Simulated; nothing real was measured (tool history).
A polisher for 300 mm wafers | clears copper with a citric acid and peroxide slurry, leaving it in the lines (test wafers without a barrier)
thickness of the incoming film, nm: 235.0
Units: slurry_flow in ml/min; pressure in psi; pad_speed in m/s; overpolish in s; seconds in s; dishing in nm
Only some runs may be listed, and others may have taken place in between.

{"run": 1, "hour": 0.0, "slurry_flow": 260, "pressure": 2.0, "pad_speed": 1.36, "slurry_solids": 1.0, "overpolish": 20, "seconds": 131.07, "dishing": 15.44}
{"run": 2, "hour": 2.6, "slurry_flow": 235, "pressure": 2.0, "pad_speed": 1.36, "slurry_solids": 1.0, "overpolish": 20, "seconds": 137.98, "dishing": 14.958}
{"run": 3, "hour": 10.2, "slurry_flow": 225, "pressure": 2.0, "pad_speed": 1.38, "slurry_solids": 1.0, "overpolish": 19, "seconds": 130.95, "dishing": 14.514}
{"run": 4, "hour": 13.5, "slurry_flow": 225, "pressure": 2.0, "pad_speed": 1.38, "slurry_solids": 0.85, "overpolish": 19, "seconds": 138.27, "dishing": 14.712}
{"run": 5, "hour": 18.8, "slurry_flow": 225, "pressure": 2.0, "pad_speed": 1.68, "slurry_solids": 0.85, "overpolish": 19, "seconds": 114.99, "dishing": 15.225}
{"run": 6, "hour": 23.4, "slurry_flow": 220, "pressure": 1.9, "pad_speed": 1.7, "slurry_solids": 0.85, "overpolish": 18, "seconds": 119.14, "dishing": 14.743}
{"run": 7, "hour": 28.4, "slurry_flow": 290, "pressure": 1.3, "pad_speed": 1.6, "slurry_solids": 0.85, "overpolish": 8, "seconds": 162.89, "dishing": 7.5457}
{"run": 8, "hour": 32.8, "slurry_flow": 285, "pressure": 1.3, "pad_speed": 1.6, "slurry_solids": 0.85, "overpolish": 8, "seconds": 169.28, "dishing": 7.4927}
{"run": 9, "hour": 39.0, "slurry_flow": 285, "pressure": 1.3, "pad_speed": 1.6, "slurry_solids": 0.85, "overpolish": 8, "seconds": 167.1, "dishing": 7.6073}
{"run": 10, "hour": 43.8, "slurry_flow": 280, "pressure": 1.3, "pad_speed": 1.6, "slurry_solids": 0.85, "overpolish": 8, "seconds": 169.82, "dishing": 7.5757}
{"run": 11, "hour": 45.8, "slurry_flow": 275, "pressure": 1.3, "pad_speed": 1.6, "slurry_solids": 0.85, "overpolish": 8, "seconds": 169.74, "dishing": 7.5944}
{"run": 12, "hour": 53.8, "slurry_flow": 275, "pressure": 1.3, "pad_speed": 1.6, "slurry_solids": 0.85, "overpolish": 8, "seconds": 164.53, "dishing": 7.7289}

Estimate the outcome of run 13 from the log above:
{"run": 13, "hour": 56.2, "slurry_flow": 270, "pressure": 1.3, "pad_speed": 1.6, "slurry_solids": 0.85, "overpolish": 8, "seconds": "?", "dishing": "?"}

seconds: 166.14 s
dishing: 7.6236 nm
